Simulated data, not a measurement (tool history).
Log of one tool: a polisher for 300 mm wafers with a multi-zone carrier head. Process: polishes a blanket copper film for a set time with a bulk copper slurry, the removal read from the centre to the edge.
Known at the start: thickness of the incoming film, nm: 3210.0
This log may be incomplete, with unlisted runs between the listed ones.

run	day	flow of slurry (ml/min)	pressure of the head's centre zone	pressure of the head's middle zone	pressure of the head's edge zone	abrasive content of the slurry	polishing time (s)	film removed at the wafer's centre (angstrom)	film removed at mid-radius (angstrom)	film removed at the wafer's edge (angstrom)
1	0	125	1	1	1	1	81	5748.8	5638.7	5686.6
2	0.304	125	1.01	1	0.98	0.95	79	5537.3	5506.3	5499.4
3	0.608	125	1.01	1	0.95	0.95	79	5630.6	5379.8	5296.6
4	0.925	125	1.01	1	0.94	0.9	77	5342.4	5162.8	5238.6
5	1.292	125	1.03	1.01	0.93	0.9	74	5242.4	4930.4	4928.8
6	1.367	120	1.04	1.02	0.92	0.85	73	5000	4745.5	4730.7
7	1.546	115	1.05	1.03	0.91	0.8	72	4903.9	4802.9	4588.4
8	1.871	110	1.06	1.03	0.9	0.75	71	4730.4	4627.8	4395.8

Estimate the outcome of run 9 from the log above:
9	1.896	105	1.07	1.02	0.89	0.7	70	?	?	?

Run 9 gave film removed at the wafer's centre (angstrom) 4585.1, film removed at mid-radius (angstrom) 4345.3, film removed at the wafer's edge (angstrom) 4179.9.

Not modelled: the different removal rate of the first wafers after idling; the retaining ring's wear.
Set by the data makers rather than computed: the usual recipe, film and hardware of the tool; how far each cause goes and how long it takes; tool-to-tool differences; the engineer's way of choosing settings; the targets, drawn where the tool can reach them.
